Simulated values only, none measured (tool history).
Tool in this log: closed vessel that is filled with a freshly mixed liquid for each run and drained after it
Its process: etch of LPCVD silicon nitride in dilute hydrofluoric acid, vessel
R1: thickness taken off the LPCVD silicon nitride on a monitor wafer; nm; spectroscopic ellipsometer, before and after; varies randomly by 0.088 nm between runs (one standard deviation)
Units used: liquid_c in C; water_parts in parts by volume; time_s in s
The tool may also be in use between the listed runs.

{"run": 1, "day": 0.0, "liquid_c": 21.0, "water_parts": 215, "time_s": 2835, "R1": 5.4797}
{"run": 2, "day": 0.25, "liquid_c": 21.0, "water_parts": 215, "time_s": 3045, "R1": 5.8655}
{"run": 3, "day": 0.492, "liquid_c": 18.5, "water_parts": 215, "time_s": 3045, "R1": 4.9831}
{"run": 4, "day": 0.658, "liquid_c": 18.5, "water_parts": 215, "time_s": 3045, "R1": 4.8595}
{"run": 5, "day": 0.854, "liquid_c": 20.5, "water_parts": 215, "time_s": 3045, "R1": 5.7553}
{"run": 6, "day": 1.246, "liquid_c": 22.0, "water_parts": 215, "time_s": 3045, "R1": 6.2457}
{"run": 7, "day": 1.429, "liquid_c": 23.5, "water_parts": 215, "time_s": 3045, "R1": 6.9725}
{"run": 8, "day": 1.521, "liquid_c": 24.5, "water_parts": 215, "time_s": 3045, "R1": 7.3686}
{"run": 9, "day": 1.592, "liquid_c": 25.0, "water_parts": 215, "time_s": 3045, "R1": 7.7291}

Expected results for the next run?
{"run": 10, "day": 1.725, "liquid_c": 25.5, "water_parts": 215, "time_s": 3045, "R1": "?"}

{"run 10": {"R1": 7.8136}}
